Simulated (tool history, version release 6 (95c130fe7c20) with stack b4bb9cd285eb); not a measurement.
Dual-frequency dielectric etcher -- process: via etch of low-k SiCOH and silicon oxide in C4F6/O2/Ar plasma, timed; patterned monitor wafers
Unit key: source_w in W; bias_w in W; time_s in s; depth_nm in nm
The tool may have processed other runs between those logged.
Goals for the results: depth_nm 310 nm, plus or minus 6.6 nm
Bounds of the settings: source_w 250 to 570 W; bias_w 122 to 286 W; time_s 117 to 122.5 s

Run 1, hour 0: source_w 410 W, bias_w 204 W, time_s 117 s. Result: depth_nm 337.62 nm.
Run 2, hour 7: source_w 450 W, bias_w 204 W, time_s 117 s. Result: depth_nm 354.19 nm.
Run 3, hour 9.7: source_w 440 W, bias_w 203 W, time_s 117 s. Result: depth_nm 351.71 nm.
Run 4, hour 18.6: source_w 490 W, bias_w 203 W, time_s 117 s. Result: depth_nm 364.3 nm.
Run 5, hour 20.4: source_w 480 W, bias_w 201 W, time_s 117 s. Result: depth_nm 362.87 nm.
Run 6, hour 28.4: source_w 480 W, bias_w 226 W, time_s 117 s. Result: depth_nm 374.64 nm.
Run 7, hour 31.7: source_w 460 W, bias_w 224 W, time_s 117 s. Result: depth_nm 369.86 nm.
Run 8, hour 34.2: source_w 440 W, bias_w 222 W, time_s 117 s. Result: depth_nm 361.92 nm.
Run 9, hour 41.5: source_w 430 W, bias_w 220 W, time_s 117 s. Result: depth_nm 358.54 nm.
Run 10, hour 42.9: source_w 420 W, bias_w 218 W, time_s 117 s. Result: depth_nm 356.56 nm.
Run 11, hour 51.8: source_w 410 W, bias_w 215 W, time_s 117 s. Result: depth_nm 347.16 nm.
Run 12, hour 58.6: source_w 400 W, bias_w 214 W, time_s 117 s. Result: depth_nm 343.63 nm.
Run 13, hour 60.1: source_w 390 W, bias_w 213 W, time_s 117 s. Result: depth_nm 339.41 nm.
Run 14, hour 63.3: source_w 380 W, bias_w 212 W, time_s 117 s. Result: depth_nm 335.07 nm.
Run 15, hour 70.4: source_w 370 W, bias_w 211 W, time_s 117 s. Result: depth_nm 331.56 nm.
Run 16, hour 76.7: source_w 360 W, bias_w 210 W, time_s 117 s. Result: depth_nm 323.86 nm.
Run 17, hour 84.5: source_w 340 W, bias_w 208 W, time_s 117 s. Result: depth_nm 320.79 nm.

Exactly one of the 5 candidate moves below puts every result within its allowed miss. Which one?
Run A, hour 92.3: source_w 360 W, bias_w 207 W, time_s 118.5 s. Result: depth_nm ?.
Run B, hour 92.3: source_w 340 W, bias_w 222 W, time_s 118.5 s. Result: depth_nm ?.
Run C, hour 92.3: source_w 350 W, bias_w 197 W, time_s 119.5 s. Result: depth_nm ?.
Run D, hour 92.3: source_w 320 W, bias_w 211 W, time_s 117 s. Result: depth_nm ?.
Run E, hour 92.3: source_w 410 W, bias_w 191 W, time_s 117 s. Result: depth_nm ?.

move  depth_nm
   A    331.06
   B     333.3
   C    323.06
   D    314.07
   E    333.05
A: lands further from the targets than the last run did
B: lands further from the targets than the last run did
C: lands further from the targets than the last run did
D: every result within its allowed miss
E: lands further from the targets than the last run did
Answer: D
